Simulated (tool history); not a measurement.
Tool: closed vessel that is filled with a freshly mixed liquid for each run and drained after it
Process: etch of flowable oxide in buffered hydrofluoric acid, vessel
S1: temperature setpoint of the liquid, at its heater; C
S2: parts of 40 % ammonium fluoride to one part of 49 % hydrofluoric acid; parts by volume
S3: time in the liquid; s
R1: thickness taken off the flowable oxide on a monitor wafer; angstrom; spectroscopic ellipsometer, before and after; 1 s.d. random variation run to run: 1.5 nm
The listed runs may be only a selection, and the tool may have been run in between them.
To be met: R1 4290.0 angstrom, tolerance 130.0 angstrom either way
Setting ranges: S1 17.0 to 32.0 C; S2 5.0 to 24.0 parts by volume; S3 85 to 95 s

run,hour,S1,S2,S3,R1
1,0.0,25.0,14.5,85,2076.4
2,6.0,27.0,13.0,85,2563.2
3,7.0,27.0,13.0,85,2570.9
4,14.2,27.0,10.5,85,3164.7
5,22.4,27.0,8.5,85,3772.2
6,30.0,25.0,8.5,85,3386.6
7,31.6,26.0,8.5,85,3551.4
8,34.6,27.0,8.5,85,3777.4
9,36.9,27.5,8.5,85,3888.0
10,40.0,28.0,8.5,85,3993.8
11,47.1,28.0,8.5,85,3977.3
12,51.3,28.5,8.5,85,4082.5

Which of these 5 next moves meets every target?
A,55.5,27.0,7.5,85,?
B,55.5,28.0,9.0,85,?
C,55.5,27.5,8.5,85,?
D,55.5,27.5,9.0,90,?
E,55.5,30.0,10.5,90,?

move,R1
A,4294.2
B,3717.7
C,3851.8
D,3833.1
E,3904.9
A: each result inside its tolerance
B: lands further from the targets than the last run did
C: lands further from the targets than the last run did
D: lands further from the targets than the last run did
E: lands further from the targets than the last run did
The move that meets every target is A.
